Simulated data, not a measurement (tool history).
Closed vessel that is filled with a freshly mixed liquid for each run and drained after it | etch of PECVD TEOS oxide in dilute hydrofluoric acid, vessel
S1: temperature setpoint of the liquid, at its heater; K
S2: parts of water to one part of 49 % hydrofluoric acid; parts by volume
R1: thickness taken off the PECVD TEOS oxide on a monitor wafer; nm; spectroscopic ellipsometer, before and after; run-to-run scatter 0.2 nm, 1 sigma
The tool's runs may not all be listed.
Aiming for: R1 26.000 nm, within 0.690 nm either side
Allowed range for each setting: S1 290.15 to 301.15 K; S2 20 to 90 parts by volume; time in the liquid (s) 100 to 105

Run 1, hour 0.0: S1 293.15 K, S2 50 parts by volume, time in the liquid (s) 100. Result: R1 37.511 nm.
Run 2, hour 0.8: S1 294.65 K, S2 50 parts by volume, time in the liquid (s) 100. Result: R1 40.448 nm.
Run 3, hour 9.9: S1 293.15 K, S2 55 parts by volume, time in the liquid (s) 100. Result: R1 33.721 nm.
Run 4, hour 14.2: S1 292.15 K, S2 55 parts by volume, time in the liquid (s) 100. Result: R1 32.718 nm.
Run 5, hour 21.1: S1 295.15 K, S2 55 parts by volume, time in the liquid (s) 100. Result: R1 36.239 nm.
Run 6, hour 27.0: S1 295.15 K, S2 55 parts by volume, time in the liquid (s) 100. Result: R1 36.921 nm.
Run 7, hour 30.5: S1 293.65 K, S2 55 parts by volume, time in the liquid (s) 100. Result: R1 34.661 nm.
Run 8, hour 35.8: S1 292.65 K, S2 55 parts by volume, time in the liquid (s) 100. Result: R1 33.036 nm.
Run 9, hour 44.9: S1 291.65 K, S2 55 parts by volume, time in the liquid (s) 100. Result: R1 31.884 nm.
Run 10, hour 47.0: S1 291.15 K, S2 55 parts by volume, time in the liquid (s) 100. Result: R1 31.443 nm.
Run 11, hour 55.3: S1 291.15 K, S2 55 parts by volume, time in the liquid (s) 100. Result: R1 30.929 nm.
Run 12, hour 62.5: S1 290.65 K, S2 55 parts by volume, time in the liquid (s) 100. Result: R1 30.639 nm.
Run 13, hour 68.2: S1 290.15 K, S2 60 parts by volume, time in the liquid (s) 100. Result: R1 27.392 nm.
Run 14, hour 72.5: S1 290.15 K, S2 65 parts by volume, time in the liquid (s) 100. Result: R1 25.043 nm.

Pick the move, out of 4, that brings all results within their allowed miss; only one does.
Run A, hour 76.8: S1 291.15 K, S2 65 parts by volume, time in the liquid (s) 100. Result: R1 ?.
Run B, hour 76.8: S1 290.15 K, S2 70 parts by volume, time in the liquid (s) 105. Result: R1 ?.
Run C, hour 76.8: S1 290.15 K, S2 60 parts by volume, time in the liquid (s) 105. Result: R1 ?.
Run D, hour 76.8: S1 290.15 K, S2 60 parts by volume, time in the liquid (s) 100. Result: R1 ?.

move      R1
   A  25.938
   B  24.095
   C  28.421
   D  27.068
A: all results in spec
B: its largest miss is bigger than the last run's
C: carries the result that was furthest off beyond its target, to the other side
D: carries the result that was furthest off beyond its target, to the other side
A is the move that brings every result within its allowed miss.

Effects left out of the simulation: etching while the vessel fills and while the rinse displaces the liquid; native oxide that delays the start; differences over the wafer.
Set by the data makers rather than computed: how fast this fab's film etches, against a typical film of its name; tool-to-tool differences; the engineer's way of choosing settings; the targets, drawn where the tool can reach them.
